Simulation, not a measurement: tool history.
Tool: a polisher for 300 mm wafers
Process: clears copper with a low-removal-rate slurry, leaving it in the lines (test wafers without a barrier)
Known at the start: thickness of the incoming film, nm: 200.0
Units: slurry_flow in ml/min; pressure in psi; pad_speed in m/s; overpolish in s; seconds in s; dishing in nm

run 1 hour=0 | slurry_flow=150 pressure=2.8 pad_speed=0.84 slurry_solids=1 overpolish=15 | seconds=91.424 dishing=25.445
run 2 hour=2.3 | slurry_flow=150 pressure=3.2 pad_speed=0.84 slurry_solids=1 overpolish=15 | seconds=78.507 dishing=29.336
run 3 hour=6.6 | slurry_flow=150 pressure=3.2 pad_speed=1.02 slurry_solids=1 overpolish=15 | seconds=64.765 dishing=33.245
run 4 hour=10.8 | slurry_flow=150 pressure=3.1 pad_speed=1.02 slurry_solids=1 overpolish=14 | seconds=67.136 dishing=31.27
run 5 hour=12.4 | slurry_flow=150 pressure=3 pad_speed=1.02 slurry_solids=1 overpolish=13 | seconds=67.813 dishing=28.551
run 6 hour=16.3 | slurry_flow=150 pressure=3 pad_speed=1.02 slurry_solids=0.85 overpolish=13 | seconds=71.462 dishing=27.218
run 7 hour=17.7 | slurry_flow=165 pressure=2.4 pad_speed=1.02 slurry_solids=0.85 overpolish=7 | seconds=87.136 dishing=12.618
run 8 hour=26.5 | slurry_flow=155 pressure=2.5 pad_speed=1 slurry_solids=0.9 overpolish=8 | seconds=86.404 dishing=14.798

Forecast run 9:
run 9 hour=29.5 | slurry_flow=145 pressure=2.6 pad_speed=1 slurry_solids=0.9 overpolish=8 | seconds=? dishing=?

Run 9 gave seconds 84.617 s, dishing 14.82 nm.

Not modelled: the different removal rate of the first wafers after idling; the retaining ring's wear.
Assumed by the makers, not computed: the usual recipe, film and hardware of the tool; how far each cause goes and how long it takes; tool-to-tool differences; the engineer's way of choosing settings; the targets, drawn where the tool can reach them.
